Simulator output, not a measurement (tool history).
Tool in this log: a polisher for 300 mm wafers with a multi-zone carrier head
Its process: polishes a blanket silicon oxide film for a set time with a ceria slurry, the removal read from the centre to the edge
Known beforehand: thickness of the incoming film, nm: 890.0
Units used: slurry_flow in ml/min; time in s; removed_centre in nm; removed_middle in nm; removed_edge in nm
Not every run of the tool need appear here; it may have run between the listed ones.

run  hour  slurry_flow  centre_zone  middle_zone  edge_zone  time  removed_centre  removed_middle  removed_edge
  1   0.0          235         1.00         1.00       1.00    33          193.37          196.49        195.46
  2   1.8          285         1.00         1.00       1.00    33          199.27          198.95        199.28
  3   2.5          285         1.08         1.00       1.00    33          214.03          198.11        196.62
  4   6.6          285         1.06         1.00       1.03    34          216.31          207.09        211.83
  5   7.8          285         1.06         0.94       1.03    34          214.26          197.09        210.81
  6  11.8          290         1.06         0.96       1.06    34          214.94          202.26        213.54
  7  15.1          295         1.05         0.96       1.08    35          219.61          207.18        221.12
  8  23.0          295         1.04         0.96       1.10    36          226.71          214.33        231.75

Run 9 is up next; what results do you expect?
  9  30.2          295         1.02         0.96       1.12    36               ?               ?             ?

{"run 9": {"removed_centre": 222.33, "removed_middle": 215.33, "removed_edge": 231.36}}

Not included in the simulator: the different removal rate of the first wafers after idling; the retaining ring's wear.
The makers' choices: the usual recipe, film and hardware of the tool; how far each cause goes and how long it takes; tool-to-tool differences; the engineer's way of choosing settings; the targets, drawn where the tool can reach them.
